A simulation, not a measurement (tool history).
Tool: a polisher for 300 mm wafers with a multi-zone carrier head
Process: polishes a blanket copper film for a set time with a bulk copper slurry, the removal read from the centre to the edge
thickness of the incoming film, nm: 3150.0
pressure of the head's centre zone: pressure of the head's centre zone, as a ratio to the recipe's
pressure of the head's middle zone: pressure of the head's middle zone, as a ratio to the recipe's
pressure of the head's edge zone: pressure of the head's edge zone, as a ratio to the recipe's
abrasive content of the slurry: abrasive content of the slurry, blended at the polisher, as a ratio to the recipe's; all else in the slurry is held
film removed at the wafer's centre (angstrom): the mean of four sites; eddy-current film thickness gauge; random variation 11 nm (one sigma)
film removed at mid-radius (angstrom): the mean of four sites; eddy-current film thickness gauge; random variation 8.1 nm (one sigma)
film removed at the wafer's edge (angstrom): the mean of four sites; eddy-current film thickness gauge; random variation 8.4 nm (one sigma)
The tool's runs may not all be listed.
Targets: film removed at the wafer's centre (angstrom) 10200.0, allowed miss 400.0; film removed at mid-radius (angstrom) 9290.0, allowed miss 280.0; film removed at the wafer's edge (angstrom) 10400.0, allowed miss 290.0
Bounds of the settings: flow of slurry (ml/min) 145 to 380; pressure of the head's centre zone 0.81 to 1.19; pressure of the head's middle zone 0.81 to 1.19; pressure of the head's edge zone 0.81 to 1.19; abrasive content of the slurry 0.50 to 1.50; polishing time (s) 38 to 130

run,hour,flow of slurry (ml/min),pressure of the head's centre zone,pressure of the head's middle zone,pressure of the head's edge zone,abrasive content of the slurry,polishing time (s),film removed at the wafer's centre (angstrom),film removed at mid-radius (angstrom),film removed at the wafer's edge (angstrom)
1,0.0,245,1.00,1.00,1.00,1.00,84,8590.4,8485.0,8668.9
2,3.2,245,0.92,1.00,1.00,1.00,84,7844.3,8525.0,8544.1
3,7.6,245,0.85,1.00,1.00,1.00,84,7369.5,8382.3,8471.9
4,9.0,245,0.85,1.00,1.00,1.10,84,7373.2,8566.9,8814.1
5,17.4,260,0.92,1.00,1.03,1.15,84,8107.5,8616.9,8904.2
6,22.6,260,0.89,1.00,1.03,1.15,84,8011.9,8868.2,8956.6
7,29.7,260,0.92,0.98,1.05,1.25,85,8552.9,8964.3,9194.5
8,35.0,260,0.93,0.95,1.08,1.30,87,9065.7,9112.0,9644.7
9,35.8,265,0.94,0.94,1.11,1.35,87,8985.6,9131.3,9832.9
10,39.8,270,0.96,0.93,1.13,1.40,87,9209.6,9113.5,10023.0

Which of these 4 next moves meets every target?
A,43.8,245,1.03,0.97,1.08,1.50,86,?,?,?
B,43.8,235,1.04,0.94,1.19,1.30,92,?,?,?
C,43.8,300,1.11,0.95,1.03,1.30,85,?,?,?
D,43.8,250,0.98,0.98,1.03,1.50,86,?,?,?

move,film removed at the wafer's centre (angstrom),film removed at mid-radius (angstrom),film removed at the wafer's edge (angstrom)
A,10067.0,9259.1,9864.9
B,10451.0,9329.9,10531.0
C,10621.0,8914.0,9427.9
D,9599.9,9347.3,9720.3
A: brings the result that was furthest off to its target, and leaves another outside
B: meets every target
C: takes the result that was furthest off past its target
D: nearer than the last run, and not there yet
Answer: B

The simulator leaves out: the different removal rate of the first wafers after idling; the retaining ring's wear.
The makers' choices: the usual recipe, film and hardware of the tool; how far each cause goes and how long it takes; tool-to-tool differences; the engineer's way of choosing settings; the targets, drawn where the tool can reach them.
